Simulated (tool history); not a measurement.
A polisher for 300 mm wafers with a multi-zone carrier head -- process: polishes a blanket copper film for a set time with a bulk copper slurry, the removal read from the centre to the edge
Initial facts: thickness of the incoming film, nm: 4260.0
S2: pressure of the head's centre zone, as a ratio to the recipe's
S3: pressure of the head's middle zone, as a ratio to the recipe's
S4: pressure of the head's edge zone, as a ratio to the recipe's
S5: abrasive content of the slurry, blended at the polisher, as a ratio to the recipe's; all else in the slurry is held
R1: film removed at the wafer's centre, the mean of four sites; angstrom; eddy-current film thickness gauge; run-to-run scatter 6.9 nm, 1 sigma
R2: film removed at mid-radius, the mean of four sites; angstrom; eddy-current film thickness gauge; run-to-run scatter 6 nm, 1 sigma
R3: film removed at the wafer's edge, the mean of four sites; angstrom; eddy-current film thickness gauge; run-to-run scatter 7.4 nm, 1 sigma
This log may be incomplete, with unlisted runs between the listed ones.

Run 1, hour 0.0: flow of slurry (ml/min) 145, S2 1.00, S3 1.00, S4 1.00, S5 1.00, polishing time (s) 39. Result: R1 4094.5 angstrom, R2 4096.9 angstrom, R3 4028.8 angstrom.
Run 2, hour 5.0: flow of slurry (ml/min) 155, S2 1.03, S3 1.02, S4 1.02, S5 1.10, polishing time (s) 40. Result: R1 4434.5 angstrom, R2 4349.1 angstrom, R3 4271.9 angstrom.
Run 3, hour 8.2: flow of slurry (ml/min) 155, S2 1.03, S3 0.97, S4 1.02, S5 1.10, polishing time (s) 40. Result: R1 4445.2 angstrom, R2 4103.6 angstrom, R3 4251.2 angstrom.
Run 4, hour 11.0: flow of slurry (ml/min) 160, S2 1.06, S3 1.01, S4 1.03, S5 1.20, polishing time (s) 41. Result: R1 4739.1 angstrom, R2 4462.4 angstrom, R3 4429.1 angstrom.
Run 5, hour 19.5: flow of slurry (ml/min) 165, S2 1.08, S3 1.03, S4 1.04, S5 1.25, polishing time (s) 42. Result: R1 5052.5 angstrom, R2 4732.9 angstrom, R3 4724.1 angstrom.
Run 6, hour 23.3: flow of slurry (ml/min) 175, S2 1.10, S3 1.05, S4 1.04, S5 1.30, polishing time (s) 43. Result: R1 5337.4 angstrom, R2 5052.5 angstrom, R3 4829.7 angstrom.
Run 7, hour 28.9: flow of slurry (ml/min) 180, S2 1.12, S3 1.06, S4 1.05, S5 1.35, polishing time (s) 44. Result: R1 5555.5 angstrom, R2 5164.0 angstrom, R3 5088.1 angstrom.
Run 8, hour 34.1: flow of slurry (ml/min) 185, S2 1.13, S3 1.07, S4 1.04, S5 1.40, polishing time (s) 45. Result: R1 6009.0 angstrom, R2 5424.6 angstrom, R3 5220.5 angstrom.
Run 9, hour 41.9: flow of slurry (ml/min) 190, S2 1.13, S3 1.08, S4 1.04, S5 1.40, polishing time (s) 45. Result: R1 5898.9 angstrom, R2 5550.3 angstrom, R3 5277.6 angstrom.
Run 10, hour 49.9: flow of slurry (ml/min) 195, S2 1.14, S3 1.09, S4 1.04, S5 1.40, polishing time (s) 45. Result: R1 5968.6 angstrom, R2 5518.4 angstrom, R3 5305.8 angstrom.

Expected results for the next run?
Run 11, hour 54.6: flow of slurry (ml/min) 195, S2 1.15, S3 1.10, S4 1.04, S5 1.40, polishing time (s) 45. Result: R1 ?, R2 ?, R3 ?.

Run 11 produced R1 5943.9 angstrom, R2 5584.5 angstrom, R3 5155.6 angstrom.

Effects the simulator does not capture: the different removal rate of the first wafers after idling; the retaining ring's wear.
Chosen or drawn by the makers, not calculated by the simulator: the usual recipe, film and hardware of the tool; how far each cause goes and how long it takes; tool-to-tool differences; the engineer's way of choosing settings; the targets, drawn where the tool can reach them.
